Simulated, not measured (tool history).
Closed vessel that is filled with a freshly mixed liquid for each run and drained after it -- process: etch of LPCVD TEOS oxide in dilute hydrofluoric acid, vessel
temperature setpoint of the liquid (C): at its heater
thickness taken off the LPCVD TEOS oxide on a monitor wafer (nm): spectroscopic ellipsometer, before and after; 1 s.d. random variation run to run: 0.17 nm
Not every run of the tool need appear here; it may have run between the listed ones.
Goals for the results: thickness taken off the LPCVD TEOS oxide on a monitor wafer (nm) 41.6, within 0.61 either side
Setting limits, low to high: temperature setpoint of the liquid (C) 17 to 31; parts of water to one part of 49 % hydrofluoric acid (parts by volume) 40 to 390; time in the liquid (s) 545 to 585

run,hour,temperature setpoint of the liquid (C),parts of water to one part of 49 % hydrofluoric acid (parts by volume),time in the liquid (s),thickness taken off the LPCVD TEOS oxide on a monitor wafer (nm)
1,0,23,215,545,68.92
2,8.5,21,230,545,58.532
3,11.4,19,230,545,54.49
4,18.4,19,180,545,72.765
5,23.7,18.5,205,545,61.274
6,31.4,18.5,245,545,49.219
7,38.9,18,250,545,47.609
8,41.6,17.5,255,545,45.173
9,43.8,17.5,260,545,44.4

Consider the 4 candidate settings below. Which is the only one whose results all fall within their allowed miss of target?
A,46,17,270,550,?
B,46,18,285,550,?
C,46,17,285,565,?
D,46,19,280,550,?

move,thickness taken off the LPCVD TEOS oxide on a monitor wafer (nm)
A,41.582
B,40.397
C,39.954
D,42.879
A: every result lands within tolerance
B: carries the result that was furthest off beyond its target, to the other side
C: carries the result that was furthest off beyond its target, to the other side
D: better than the last run, though not everything is in spec
The right move is A.

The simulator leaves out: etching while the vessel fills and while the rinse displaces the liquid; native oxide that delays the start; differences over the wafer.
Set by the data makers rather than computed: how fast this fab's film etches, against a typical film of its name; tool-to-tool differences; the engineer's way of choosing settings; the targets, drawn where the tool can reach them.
